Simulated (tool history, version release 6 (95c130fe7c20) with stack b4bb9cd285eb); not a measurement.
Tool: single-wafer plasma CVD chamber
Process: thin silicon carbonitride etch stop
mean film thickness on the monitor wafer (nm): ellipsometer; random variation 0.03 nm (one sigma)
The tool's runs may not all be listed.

| run | day | RF power (W) | deposition time (s) | mean film thickness on the monitor wafer (nm) |
|---|---|---|---|---|
| 1 | 0.000 | 160 | 16.1 | 8.7047 |
| 2 | 0.271 | 160 | 17.6 | 9.6090 |
| 3 | 0.642 | 155 | 16.9 | 9.0895 |
| 4 | 0.929 | 150 | 16.3 | 8.5903 |
| 5 | 1.025 | 150 | 18.4 | 9.7201 |
| 6 | 1.217 | 160 | 18.4 | 9.9005 |
| 7 | 1.367 | 155 | 17.5 | 9.3143 |

Forecast run 8:
| 8 | 1.467 | 155 | 17.5 | ? |

mean film thickness on the monitor wafer (nm): 9.4067
